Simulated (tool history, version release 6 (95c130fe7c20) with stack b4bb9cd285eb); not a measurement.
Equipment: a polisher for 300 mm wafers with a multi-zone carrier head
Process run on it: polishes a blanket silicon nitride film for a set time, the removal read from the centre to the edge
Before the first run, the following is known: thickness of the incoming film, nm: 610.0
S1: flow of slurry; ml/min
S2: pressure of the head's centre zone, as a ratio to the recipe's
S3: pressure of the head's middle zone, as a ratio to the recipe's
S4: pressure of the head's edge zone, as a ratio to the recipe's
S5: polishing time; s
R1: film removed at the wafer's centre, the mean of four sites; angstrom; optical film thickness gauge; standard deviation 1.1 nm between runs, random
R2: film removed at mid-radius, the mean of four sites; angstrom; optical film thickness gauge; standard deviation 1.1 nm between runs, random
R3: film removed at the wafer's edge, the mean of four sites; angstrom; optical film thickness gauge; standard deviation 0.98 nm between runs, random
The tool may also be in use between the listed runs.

run  hour   S1    S2    S3    S4  S5      R1      R2      R3
  1     0  185     1     1     1  75  1395.2  1462.2  1425.6
  2     2  185     1     1  1.06  75  1404.8  1451.2  1450.8
  3     9  175  0.97  0.97  1.03  73    1315    1379  1401.1
  4   9.8  175  0.97  0.97  0.97  73  1321.3  1376.1  1327.7
  5  18.6  175  0.97  0.97  0.97  56  1007.8    1044  1029.6
  6  21.6  210  0.97  0.97  0.97  56  1079.7  1088.2  1046.9
  7  27.6  215  0.95  0.98  1.03  57  1075.1  1118.8  1098.7
  8  29.6  215  0.94  0.98  1.07  58  1062.3  1134.1  1157.4

The next listed run, before its measurement:
  9  37.2  265  0.94  0.99  1.15  59   ?   ?   ?

R1: 1113.9 angstrom
R2: 1188.9 angstrom
R3: 1236.5 angstrom
